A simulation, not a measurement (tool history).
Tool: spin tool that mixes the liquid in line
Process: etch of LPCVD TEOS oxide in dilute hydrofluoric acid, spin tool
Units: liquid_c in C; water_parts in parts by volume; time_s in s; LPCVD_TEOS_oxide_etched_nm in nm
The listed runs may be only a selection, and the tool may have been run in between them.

run,hour,liquid_c,water_parts,time_s,LPCVD_TEOS_oxide_etched_nm
1,0,25,255,15,2.9762
2,7.6,27.5,255,15,3.2797
3,16.5,27.5,255,15,3.2899
4,18.7,27.5,185,15,4.8629
5,23.5,27.5,185,15,4.8768
6,30.4,24.5,220,15,3.5703

Forecast run 7:
7,34.3,20.5,325,15,?

LPCVD_TEOS_oxide_etched_nm: 1.8627 nm

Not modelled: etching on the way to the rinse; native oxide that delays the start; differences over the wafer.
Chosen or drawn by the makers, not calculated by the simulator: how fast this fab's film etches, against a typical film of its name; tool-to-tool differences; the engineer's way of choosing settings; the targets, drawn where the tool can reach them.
